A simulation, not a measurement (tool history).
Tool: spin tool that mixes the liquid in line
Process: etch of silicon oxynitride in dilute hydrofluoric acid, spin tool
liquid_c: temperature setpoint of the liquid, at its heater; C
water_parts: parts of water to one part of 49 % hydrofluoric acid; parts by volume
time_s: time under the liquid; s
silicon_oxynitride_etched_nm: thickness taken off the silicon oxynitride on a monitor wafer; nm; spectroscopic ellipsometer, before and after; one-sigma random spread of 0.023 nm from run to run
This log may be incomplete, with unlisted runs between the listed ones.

run	day	liquid_c	water_parts	time_s	silicon_oxynitride_etched_nm
1	0.000	23.0	165	265	2.7952
2	0.333	23.0	145	265	3.2701
3	0.712	19.5	145	265	2.7803
4	0.954	19.5	145	290	2.9965
5	1.083	19.5	175	290	2.4880
6	1.438	22.5	175	290	2.7990
7	1.721	21.5	175	290	2.7126
8	1.779	21.0	175	290	2.6040
9	2.108	20.5	175	290	2.6134

Predict the results of run 10:
10	2.346	17.0	190	290	?

Run 10 came out at silicon_oxynitride_etched_nm 1.9947 nm.

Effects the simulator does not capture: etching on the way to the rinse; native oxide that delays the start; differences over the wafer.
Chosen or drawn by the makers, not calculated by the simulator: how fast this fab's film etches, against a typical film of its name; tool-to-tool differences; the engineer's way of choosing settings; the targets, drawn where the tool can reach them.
